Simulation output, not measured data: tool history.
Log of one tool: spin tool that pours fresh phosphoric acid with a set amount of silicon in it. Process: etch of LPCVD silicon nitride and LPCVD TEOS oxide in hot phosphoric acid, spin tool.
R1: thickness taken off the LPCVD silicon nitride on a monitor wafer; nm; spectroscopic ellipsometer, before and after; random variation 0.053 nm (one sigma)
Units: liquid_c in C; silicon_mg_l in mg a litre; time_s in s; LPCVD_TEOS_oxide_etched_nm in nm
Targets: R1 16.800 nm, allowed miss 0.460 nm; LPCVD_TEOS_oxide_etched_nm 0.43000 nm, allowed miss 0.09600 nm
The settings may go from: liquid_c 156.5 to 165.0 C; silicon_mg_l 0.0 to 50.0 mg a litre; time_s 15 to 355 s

run 1 hour=0.0 | liquid_c=160.0 silicon_mg_l=23.0 time_s=180 | R1=14.048 LPCVD_TEOS_oxide_etched_nm=0.36137
run 2 hour=3.3 | liquid_c=160.0 silicon_mg_l=32.5 time_s=180 | R1=14.039 LPCVD_TEOS_oxide_etched_nm=0.23631
run 3 hour=11.6 | liquid_c=158.0 silicon_mg_l=32.5 time_s=180 | R1=13.196 LPCVD_TEOS_oxide_etched_nm=0.20284
run 4 hour=13.0 | liquid_c=158.0 silicon_mg_l=32.5 time_s=145 | R1=10.570 LPCVD_TEOS_oxide_etched_nm=0.16911
run 5 hour=18.5 | liquid_c=158.0 silicon_mg_l=26.0 time_s=145 | R1=10.548 LPCVD_TEOS_oxide_etched_nm=0.19607
run 6 hour=26.1 | liquid_c=160.0 silicon_mg_l=27.0 time_s=160 | R1=12.414 LPCVD_TEOS_oxide_etched_nm=0.24470
run 7 hour=34.2 | liquid_c=161.0 silicon_mg_l=26.0 time_s=170 | R1=13.725 LPCVD_TEOS_oxide_etched_nm=0.31922
run 8 hour=36.8 | liquid_c=162.0 silicon_mg_l=27.0 time_s=175 | R1=14.589 LPCVD_TEOS_oxide_etched_nm=0.32536
run 9 hour=38.4 | liquid_c=163.0 silicon_mg_l=26.5 time_s=180 | R1=15.482 LPCVD_TEOS_oxide_etched_nm=0.43040
run 10 hour=47.2 | liquid_c=163.5 silicon_mg_l=28.5 time_s=180 | R1=15.767 LPCVD_TEOS_oxide_etched_nm=0.34335

Which of these 4 next moves meets every target?
run A hour=56.0 | liquid_c=163.0 silicon_mg_l=26.0 time_s=185 | R1=? LPCVD_TEOS_oxide_etched_nm=?
run B hour=56.0 | liquid_c=162.0 silicon_mg_l=33.0 time_s=180 | R1=? LPCVD_TEOS_oxide_etched_nm=?
run C hour=56.0 | liquid_c=164.0 silicon_mg_l=27.0 time_s=165 | R1=? LPCVD_TEOS_oxide_etched_nm=?
run D hour=56.0 | liquid_c=161.0 silicon_mg_l=21.0 time_s=210 | R1=? LPCVD_TEOS_oxide_etched_nm=?

move=A R1=15.865 LPCVD_TEOS_oxide_etched_nm=0.36451
move=B R1=14.932 LPCVD_TEOS_oxide_etched_nm=0.25005
move=C R1=14.625 LPCVD_TEOS_oxide_etched_nm=0.33764
move=D R1=16.849 LPCVD_TEOS_oxide_etched_nm=0.41886
A: nearer than the last run, and not there yet
B: further off than the last run
C: further off than the last run
D: meets every target
Answer: D
